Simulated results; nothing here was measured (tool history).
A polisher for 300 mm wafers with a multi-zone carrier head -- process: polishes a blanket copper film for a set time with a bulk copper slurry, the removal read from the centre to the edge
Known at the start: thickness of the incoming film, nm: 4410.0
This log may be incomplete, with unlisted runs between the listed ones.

run  hour  flow of slurry (ml/min)  pressure of the head's centre zone  pressure of the head's middle zone  pressure of the head's edge zone  abrasive content of the slurry  polishing time (s)  film removed at the wafer's centre (Å)  film removed at mid-radius (Å)  film removed at the wafer's edge (Å)
  1   0.0                      265                                1.00                                1.00                              1.00                            1.00                  62                                  5906.1                          5870.3                                5887.7
  2   2.9                      255                                0.99                                0.96                              0.96                            0.85                  60                                  5513.8                          5198.1                                5295.5
  3  11.7                      245                                0.95                                0.93                              0.92                            0.75                  60                                  5027.4                          4904.3                                5121.8
  4  15.7                      245                                0.95                                0.93                              0.92                            0.55                  60                                  4597.4                          4615.7                                4727.0
  5  20.7                      240                                0.96                                0.91                              0.90                            0.55                  59                                  4719.8                          4353.6                                4536.7
  6  22.8                      240                                0.96                                0.91                              0.90                            0.55                  73                                  5675.2                          5470.7                                5605.7
     24.3  -- worn pad replaced by a new one
  7  24.3                      230                                0.95                                0.89                              0.88                            0.55                  69                                  5908.8                          5455.2                                5734.3

Run 8, settings as shown, results not yet in. Your forecast:
  8  31.1                      260                                1.00                                0.91                              0.96                            0.55                  69                                       ?                               ?                                     ?

{"run 8": {"film removed at the wafer's centre (Å)": 6152.8, "film removed at mid-radius (Å)": 5655.1, "film removed at the wafer's edge (Å)": 6048.5}}
